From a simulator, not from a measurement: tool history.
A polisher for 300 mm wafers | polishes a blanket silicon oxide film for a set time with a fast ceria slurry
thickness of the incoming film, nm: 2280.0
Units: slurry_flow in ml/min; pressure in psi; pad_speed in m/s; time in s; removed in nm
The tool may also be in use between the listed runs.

{"run": 1, "hour": 0.0, "slurry_flow": 305, "pressure": 2.6, "pad_speed": 1.3, "time": 63, "removed": 1404.4}
{"run": 2, "hour": 1.4, "slurry_flow": 305, "pressure": 3.0, "pad_speed": 1.32, "time": 63, "removed": 1619.7}
{"run": 3, "hour": 2.5, "slurry_flow": 305, "pressure": 3.0, "pad_speed": 1.32, "time": 63, "removed": 1632.5}
{"run": 4, "hour": 9.4, "slurry_flow": 305, "pressure": 2.4, "pad_speed": 1.32, "time": 63, "removed": 1302.5}
{"run": 5, "hour": 17.7, "slurry_flow": 305, "pressure": 2.7, "pad_speed": 1.32, "time": 63, "removed": 1459.3}
{"run": 6, "hour": 22.4, "slurry_flow": 305, "pressure": 3.1, "pad_speed": 1.34, "time": 63, "removed": 1728.5}
{"run": 7, "hour": 27.9, "slurry_flow": 305, "pressure": 3.1, "pad_speed": 1.34, "time": 63, "removed": 1721.5}
{"run": 8, "hour": 31.9, "slurry_flow": 315, "pressure": 3.8, "pad_speed": 1.38, "time": 63, "removed": 2138.1}
{"run": 9, "hour": 33.5, "slurry_flow": 315, "pressure": 3.9, "pad_speed": 1.42, "time": 63, "removed": 2275.0}
{"run": 10, "hour": 39.2, "slurry_flow": 315, "pressure": 3.9, "pad_speed": 1.42, "time": 63, "removed": 2244.5}

Run 11 comes next. What will it give?
{"run": 11, "hour": 40.2, "slurry_flow": 315, "pressure": 3.9, "pad_speed": 1.46, "time": 63, "removed": "?"}

{"run 11": {"removed": 2332.4}}

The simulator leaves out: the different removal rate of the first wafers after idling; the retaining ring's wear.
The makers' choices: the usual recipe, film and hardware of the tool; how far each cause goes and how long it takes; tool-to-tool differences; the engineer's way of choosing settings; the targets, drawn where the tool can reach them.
